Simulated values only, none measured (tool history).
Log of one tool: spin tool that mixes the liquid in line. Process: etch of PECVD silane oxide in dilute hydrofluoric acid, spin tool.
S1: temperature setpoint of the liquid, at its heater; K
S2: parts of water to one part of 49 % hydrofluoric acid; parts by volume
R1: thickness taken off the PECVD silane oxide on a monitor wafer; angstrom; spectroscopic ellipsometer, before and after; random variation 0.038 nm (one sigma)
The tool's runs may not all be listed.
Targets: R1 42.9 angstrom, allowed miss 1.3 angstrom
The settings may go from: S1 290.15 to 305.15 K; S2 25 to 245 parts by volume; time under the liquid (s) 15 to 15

Run 1, hour 0: S1 297.15 K, S2 135 parts by volume, time under the liquid (s) 15. Result: R1 31.421 angstrom.
Run 2, hour 2.9: S1 298.65 K, S2 135 parts by volume, time under the liquid (s) 15. Result: R1 33.204 angstrom.
Run 3, hour 5.7: S1 298.65 K, S2 135 parts by volume, time under the liquid (s) 15. Result: R1 32.988 angstrom.
Run 4, hour 11: S1 296.15 K, S2 135 parts by volume, time under the liquid (s) 15. Result: R1 30.407 angstrom.
At hour 14: hydrofluoric acid flow meter replaced.
Run 5, hour 14: S1 296.15 K, S2 160 parts by volume, time under the liquid (s) 15. Result: R1 22.875 angstrom.
Run 6, hour 21.5: S1 298.15 K, S2 155 parts by volume, time under the liquid (s) 15. Result: R1 25.814 angstrom.
Run 7, hour 26: S1 299.65 K, S2 150 parts by volume, time under the liquid (s) 15. Result: R1 27.986 angstrom.
Run 8, hour 28: S1 300.65 K, S2 145 parts by volume, time under the liquid (s) 15. Result: R1 30.438 angstrom.
Run 9, hour 33.8: S1 301.65 K, S2 140 parts by volume, time under the liquid (s) 15. Result: R1 32.801 angstrom.
Run 10, hour 41.7: S1 302.15 K, S2 135 parts by volume, time under the liquid (s) 15. Result: R1 34.714 angstrom.
Run 11, hour 45.9: S1 302.65 K, S2 130 parts by volume, time under the liquid (s) 15. Result: R1 37.036 angstrom.
Run 12, hour 51.6: S1 305.15 K, S2 120 parts by volume, time under the liquid (s) 15. Result: R1 44.271 angstrom.

Which of these 4 next moves meets every target?
Run A, hour 57.3: S1 305.15 K, S2 125 parts by volume, time under the liquid (s) 15. Result: R1 ?.
Run B, hour 57.3: S1 301.15 K, S2 100 parts by volume, time under the liquid (s) 15. Result: R1 ?.
Run C, hour 57.3: S1 303.65 K, S2 110 parts by volume, time under the liquid (s) 15. Result: R1 ?.
Run D, hour 57.3: S1 304.65 K, S2 115 parts by volume, time under the liquid (s) 15. Result: R1 ?.

move      R1
   A  42.353
   B  47.251
   C  46.542
   D  45.858
A: meets every target
B: further off than the last run
C: further off than the last run
D: further off than the last run
The right move is A.

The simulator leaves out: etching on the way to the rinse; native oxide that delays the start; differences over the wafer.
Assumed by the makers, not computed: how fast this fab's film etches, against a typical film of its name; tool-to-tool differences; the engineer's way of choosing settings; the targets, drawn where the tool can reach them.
